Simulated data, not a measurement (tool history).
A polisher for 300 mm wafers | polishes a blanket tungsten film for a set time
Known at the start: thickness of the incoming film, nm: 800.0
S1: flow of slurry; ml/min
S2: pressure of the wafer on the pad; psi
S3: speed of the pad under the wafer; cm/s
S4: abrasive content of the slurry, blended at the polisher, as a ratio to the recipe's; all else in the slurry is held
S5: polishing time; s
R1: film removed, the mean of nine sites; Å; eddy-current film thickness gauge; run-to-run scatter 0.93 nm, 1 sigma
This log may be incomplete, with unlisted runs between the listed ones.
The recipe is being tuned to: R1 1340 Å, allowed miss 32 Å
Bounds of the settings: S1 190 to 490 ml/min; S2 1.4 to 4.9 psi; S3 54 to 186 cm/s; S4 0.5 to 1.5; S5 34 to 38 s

Run 1, hour 0: S1 315 ml/min, S2 3.1 psi, S3 118 cm/s, S4 1, S5 38 s. Result: R1 1890 Å.
Run 2, hour 3.5: S1 315 ml/min, S2 2.8 psi, S3 118 cm/s, S4 1, S5 38 s. Result: R1 1763.9 Å.
Run 3, hour 4.3: S1 315 ml/min, S2 2.5 psi, S3 118 cm/s, S4 1, S5 38 s. Result: R1 1620.8 Å.
Run 4, hour 8.3: S1 270 ml/min, S2 2.5 psi, S3 118 cm/s, S4 1, S5 38 s. Result: R1 1586.3 Å.
Run 5, hour 10.8: S1 220 ml/min, S2 2.5 psi, S3 118 cm/s, S4 1, S5 38 s. Result: R1 1553.6 Å.
Run 6, hour 19.6: S1 295 ml/min, S2 2.5 psi, S3 118 cm/s, S4 1, S5 38 s. Result: R1 1602.7 Å.
Run 7, hour 22.2: S1 290 ml/min, S2 2.3 psi, S3 118 cm/s, S4 1, S5 38 s. Result: R1 1517.9 Å.
Run 8, hour 23.2: S1 280 ml/min, S2 2.2 psi, S3 118 cm/s, S4 1, S5 38 s. Result: R1 1454.3 Å.
Run 9, hour 25.7: S1 275 ml/min, S2 2.1 psi, S3 118 cm/s, S4 1, S5 38 s. Result: R1 1421.4 Å.
Run 10, hour 29.7: S1 270 ml/min, S2 2.1 psi, S3 118 cm/s, S4 1, S5 38 s. Result: R1 1414 Å.
Run 11, hour 35.9: S1 265 ml/min, S2 2.1 psi, S3 118 cm/s, S4 1, S5 38 s. Result: R1 1397.1 Å.
Run 12, hour 37.1: S1 260 ml/min, S2 2.1 psi, S3 118 cm/s, S4 1, S5 38 s. Result: R1 1399.9 Å.

Below are 5 possible settings for the next run. Only one of them brings all results inside the allowed miss of their targets. Which is it?
Run A, hour 38.3: S1 295 ml/min, S2 2.3 psi, S3 118 cm/s, S4 0.95, S5 37 s. Result: R1 ?.
Run B, hour 38.3: S1 320 ml/min, S2 2.6 psi, S3 110 cm/s, S4 1.2, S5 34 s. Result: R1 ?.
Run C, hour 38.3: S1 250 ml/min, S2 2.4 psi, S3 112 cm/s, S4 1, S5 35 s. Result: R1 ?.
Run D, hour 38.3: S1 250 ml/min, S2 2.3 psi, S3 118 cm/s, S4 0.85, S5 38 s. Result: R1 ?.
Run E, hour 38.3: S1 265 ml/min, S2 2 psi, S3 140 cm/s, S4 0.95, S5 37 s. Result: R1 ?.

move      R1
   A  1469.4
   B  1449.2
   C  1351.1
   D    1455
   E  1557.5
A: lands further from the targets than the last run did
B: lands further from the targets than the last run did
C: all results land within tolerance of their targets
D: lands further from the targets than the last run did
E: lands further from the targets than the last run did
Correct choice: C, which meets every target

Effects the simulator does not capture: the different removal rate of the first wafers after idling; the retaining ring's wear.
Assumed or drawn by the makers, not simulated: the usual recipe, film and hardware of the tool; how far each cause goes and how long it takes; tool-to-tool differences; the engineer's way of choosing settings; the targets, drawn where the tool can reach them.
